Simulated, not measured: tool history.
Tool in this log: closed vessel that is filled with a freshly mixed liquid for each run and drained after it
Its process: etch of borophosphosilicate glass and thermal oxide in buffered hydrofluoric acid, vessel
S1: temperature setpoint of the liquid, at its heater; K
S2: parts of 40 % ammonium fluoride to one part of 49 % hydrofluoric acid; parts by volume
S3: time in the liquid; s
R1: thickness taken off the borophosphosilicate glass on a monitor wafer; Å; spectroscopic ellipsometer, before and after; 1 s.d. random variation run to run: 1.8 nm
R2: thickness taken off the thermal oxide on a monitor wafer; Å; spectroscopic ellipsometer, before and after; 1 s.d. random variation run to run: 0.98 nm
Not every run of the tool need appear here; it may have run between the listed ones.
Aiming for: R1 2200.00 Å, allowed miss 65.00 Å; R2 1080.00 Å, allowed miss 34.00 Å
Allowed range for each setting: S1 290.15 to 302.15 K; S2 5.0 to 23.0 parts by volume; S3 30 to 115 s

run 1 hour=0.0 | S1=294.15 S2=14.0 S3=60 | R1=803.05 R2=389.84
run 2 hour=8.4 | S1=295.65 S2=14.0 S3=60 | R1=868.73 R2=429.31
run 3 hour=11.7 | S1=295.65 S2=16.0 S3=60 | R1=761.04 R2=376.22
run 4 hour=15.9 | S1=295.65 S2=16.0 S3=45 | R1=575.86 R2=282.02
run 5 hour=19.1 | S1=295.65 S2=16.0 S3=55 | R1=706.42 R2=340.97
run 6 hour=20.0 | S1=295.65 S2=19.5 S3=55 | R1=584.72 R2=281.52
run 7 hour=21.7 | S1=297.65 S2=15.0 S3=60 | R1=916.27 R2=446.92
run 8 hour=27.4 | S1=299.15 S2=12.0 S3=60 | R1=1225.10 R2=602.42
run 9 hour=31.8 | S1=300.15 S2=10.0 S3=60 | R1=1558.20 R2=755.21
run 10 hour=37.8 | S1=300.65 S2=9.0 S3=60 | R1=1697.70 R2=829.75
run 11 hour=44.8 | S1=302.15 S2=6.0 S3=60 | R1=2764.30 R2=1365.80
run 12 hour=47.8 | S1=300.65 S2=6.0 S3=60 | R1=2562.50 R2=1223.00
run 13 hour=55.0 | S1=300.65 S2=6.5 S3=60 | R1=2423.70 R2=1181.10
run 14 hour=62.8 | S1=300.15 S2=6.5 S3=60 | R1=2329.30 R2=1143.30
run 15 hour=66.9 | S1=299.65 S2=6.5 S3=60 | R1=2275.60 R2=1102.10

Consider the 4 candidate settings below. Which is the only one whose results all fall within their allowed miss of target?
run A hour=71.0 | S1=302.15 S2=7.0 S3=60 | R1=? R2=?
run B hour=71.0 | S1=301.65 S2=7.5 S3=65 | R1=? R2=?
run C hour=71.0 | S1=301.65 S2=8.0 S3=65 | R1=? R2=?
run D hour=71.0 | S1=301.15 S2=8.0 S3=70 | R1=? R2=?

move=A R1=2415.90 R2=1179.60
move=B R1=2365.00 R2=1155.40
move=C R1=2204.10 R2=1077.60
move=D R1=2312.30 R2=1130.20
A: the biggest miss grows against the last run
B: the biggest miss grows against the last run
C: every result lands within tolerance
D: the biggest miss grows against the last run
Go with C: it meets all targets.
